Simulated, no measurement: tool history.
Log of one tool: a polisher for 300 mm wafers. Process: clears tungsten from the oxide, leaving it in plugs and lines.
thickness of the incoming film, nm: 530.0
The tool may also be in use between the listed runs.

run	hour	flow of slurry (ml/min)	pressure of the wafer on the pad (kPa)	speed of the pad under the wafer (cm/s)	abrasive content of the slurry	overpolish time after the end point (s)	time until the end point was called (s)
1	0	305	26.2	110	1	5	105.16
2	7.2	305	26.2	126	1	5	95.032
3	14	305	26.2	126	1.1	5	94.766
4	17.9	305	26.2	104	1.1	5	108.59
5	25.8	305	26.2	114	1.1	5	98.301
6	26.7	305	30.3	114	1.1	5	88.932
7	31	300	26.2	102	1.1	5	113.99

What does the tool deliver on the next run?
8	37.2	295	19.3	72	1.05	5	?

Run 8 yielded time until the end point was called (s) 188.15.
